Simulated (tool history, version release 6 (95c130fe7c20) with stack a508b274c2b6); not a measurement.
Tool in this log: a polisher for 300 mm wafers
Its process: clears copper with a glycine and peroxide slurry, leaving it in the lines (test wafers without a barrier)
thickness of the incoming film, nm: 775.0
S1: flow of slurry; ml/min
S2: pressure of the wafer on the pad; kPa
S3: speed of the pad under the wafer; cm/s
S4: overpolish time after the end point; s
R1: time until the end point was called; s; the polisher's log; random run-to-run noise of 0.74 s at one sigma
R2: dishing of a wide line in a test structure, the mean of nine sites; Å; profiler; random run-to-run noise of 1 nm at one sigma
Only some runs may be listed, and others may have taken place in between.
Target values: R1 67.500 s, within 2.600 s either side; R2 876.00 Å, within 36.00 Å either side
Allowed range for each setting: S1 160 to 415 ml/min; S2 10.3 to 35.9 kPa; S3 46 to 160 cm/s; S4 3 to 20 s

| run | hour | S1 | S2 | S3 | S4 | R1 | R2 |
|---|---|---|---|---|---|---|---|
| 1 | 0.0 | 265 | 22.8 | 102 | 10 | 107.120 | 433.53 |
| 2 | 0.7 | 265 | 25.5 | 104 | 11 | 93.671 | 503.39 |
| 3 | 9.1 | 265 | 27.6 | 106 | 12 | 88.655 | 579.81 |
| 4 | 17.9 | 220 | 27.6 | 106 | 12 | 91.571 | 577.42 |
| 5 | 19.9 | 220 | 27.6 | 82 | 12 | 112.380 | 483.39 |
| 6 | 28.7 | 230 | 29.6 | 88 | 13 | 99.701 | 579.41 |
| 7 | 32.6 | 240 | 31.0 | 92 | 13 | 92.506 | 606.59 |
| 8 | 37.3 | 245 | 32.4 | 96 | 13 | 82.407 | 634.50 |
| 9 | 44.2 | 250 | 33.1 | 98 | 14 | 80.977 | 702.50 |
| 10 | 52.4 | 255 | 33.8 | 100 | 14 | 78.737 | 722.70 |
| 11 | 57.7 | 260 | 34.5 | 102 | 14 | 74.734 | 737.33 |
| 12 | 58.3 | 260 | 35.2 | 104 | 14 | 72.910 | 771.93 |
| 13 | 60.3 | 265 | 35.2 | 106 | 14 | 70.663 | 781.47 |
| 14 | 65.5 | 265 | 35.9 | 108 | 15 | 68.723 | 831.70 |

Exercise: of the 4 proposed moves below, exactly one satisfies all targets within the stated allowed misses. Which move is it?
| A | 70.7 | 260 | 35.2 | 114 | 16 | ? | ? |
| B | 70.7 | 235 | 33.1 | 118 | 13 | ? | ? |
| C | 70.7 | 280 | 34.5 | 112 | 13 | ? | ? |
| D | 70.7 | 265 | 35.9 | 102 | 13 | ? | ? |

| move | R1 | R2 |
|---|---|---|
| A | 66.748 | 884.65 |
| B | 69.184 | 747.32 |
| C | 68.500 | 755.61 |
| D | 72.366 | 730.06 |
A: meets every target
B: its largest miss is bigger than the last run's
C: its largest miss is bigger than the last run's
D: its largest miss is bigger than the last run's
Move A is the one to make.

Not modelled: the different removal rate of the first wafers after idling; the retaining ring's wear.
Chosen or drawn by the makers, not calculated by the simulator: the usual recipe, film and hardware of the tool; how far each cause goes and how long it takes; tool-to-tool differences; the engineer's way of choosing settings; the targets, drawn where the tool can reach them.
